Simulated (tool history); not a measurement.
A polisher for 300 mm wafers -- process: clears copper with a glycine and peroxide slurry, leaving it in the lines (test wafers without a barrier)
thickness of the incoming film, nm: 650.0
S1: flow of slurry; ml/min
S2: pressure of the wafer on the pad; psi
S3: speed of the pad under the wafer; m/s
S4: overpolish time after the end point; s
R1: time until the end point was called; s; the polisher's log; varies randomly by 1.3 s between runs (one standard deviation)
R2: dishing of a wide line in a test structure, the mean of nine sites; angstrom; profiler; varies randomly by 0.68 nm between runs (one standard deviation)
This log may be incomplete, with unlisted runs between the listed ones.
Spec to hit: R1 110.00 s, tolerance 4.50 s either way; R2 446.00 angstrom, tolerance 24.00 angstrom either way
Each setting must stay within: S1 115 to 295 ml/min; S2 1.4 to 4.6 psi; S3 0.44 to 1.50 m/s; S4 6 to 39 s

run,hour,S1,S2,S3,S4,R1,R2
1,0.0,190,3.0,0.96,20,116.66,644.38
2,8.2,160,3.0,0.96,20,122.10,640.82
3,15.3,195,3.0,0.96,20,116.59,641.32
4,19.4,205,3.0,0.96,18,116.29,594.32
5,24.2,210,3.0,0.96,16,116.20,539.48
6,25.2,245,3.0,0.96,16,113.10,557.36
7,33.7,245,3.0,0.96,15,113.96,521.34
8,36.0,250,3.1,0.98,10,109.42,379.95
9,37.1,250,3.1,0.98,11,111.25,419.72

Of the 5 settings listed for the next run, only one would bring every result within its allowed miss of target. Which one?
A,38.2,270,3.3,0.86,11,?,?
B,38.2,235,3.6,0.84,12,?,?
C,38.2,270,2.8,1.10,10,?,?
D,38.2,260,2.8,0.96,13,?,?
E,38.2,270,2.4,1.32,10,?,?

move,R1,R2
A,112.11,397.82
B,108.16,443.12
C,105.15,383.51
D,117.59,436.68
E,102.66,387.69
A: misses by more than the last run did
B: all results in spec
C: misses by more than the last run did
D: meets the target for the result that was furthest off, but another lies outside its allowed miss
E: misses by more than the last run did
Answer: B

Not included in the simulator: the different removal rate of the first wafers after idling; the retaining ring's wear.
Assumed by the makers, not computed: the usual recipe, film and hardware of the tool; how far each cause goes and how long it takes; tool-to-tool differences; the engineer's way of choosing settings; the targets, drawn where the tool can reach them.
